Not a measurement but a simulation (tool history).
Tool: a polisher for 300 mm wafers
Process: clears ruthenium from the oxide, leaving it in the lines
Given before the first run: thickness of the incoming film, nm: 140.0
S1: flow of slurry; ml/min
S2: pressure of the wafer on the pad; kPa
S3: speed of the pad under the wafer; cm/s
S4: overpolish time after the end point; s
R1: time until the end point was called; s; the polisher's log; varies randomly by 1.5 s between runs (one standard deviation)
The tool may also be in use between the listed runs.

{"run": 1, "hour": 0.0, "S1": 120, "S2": 17.9, "S3": 94, "S4": 13, "R1": 84.479}
{"run": 2, "hour": 4.0, "S1": 120, "S2": 20.7, "S3": 94, "S4": 13, "R1": 72.597}
{"run": 3, "hour": 11.7, "S1": 120, "S2": 24.1, "S3": 94, "S4": 13, "R1": 61.876}
{"run": 4, "hour": 20.6, "S1": 120, "S2": 22.1, "S3": 92, "S4": 13, "R1": 70.76}
{"run": 5, "hour": 22.3, "S1": 120, "S2": 20.7, "S3": 92, "S4": 13, "R1": 75.421}
{"run": 6, "hour": 31.2, "S1": 120, "S2": 19.3, "S3": 92, "S4": 13, "R1": 80.92}

Expected results for the next run?
{"run": 7, "hour": 31.9, "S1": 120, "S2": 18.6, "S3": 92, "S4": 13, "R1": "?"}

R1: 82.644 s
